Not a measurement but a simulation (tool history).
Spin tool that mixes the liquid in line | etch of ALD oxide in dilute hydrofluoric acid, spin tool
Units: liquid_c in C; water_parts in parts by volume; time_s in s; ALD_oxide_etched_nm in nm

run  hour  liquid_c  water_parts  time_s  ALD_oxide_etched_nm
  1     0        23           95      15               3.5968
  2     7        25           95      15               3.8451
  3  13.7        27           70      15               5.7947
  4    17        27           70      15               5.8399
  5  22.4        27           70      15               5.8975
  6  28.9      24.5           70      15               5.3702
  7  31.9      26.5           55      15               7.4698

Run 8 comes next. What will it give?
  8  39.8        28           45      15                    ?

ALD_oxide_etched_nm: 9.8628 nm

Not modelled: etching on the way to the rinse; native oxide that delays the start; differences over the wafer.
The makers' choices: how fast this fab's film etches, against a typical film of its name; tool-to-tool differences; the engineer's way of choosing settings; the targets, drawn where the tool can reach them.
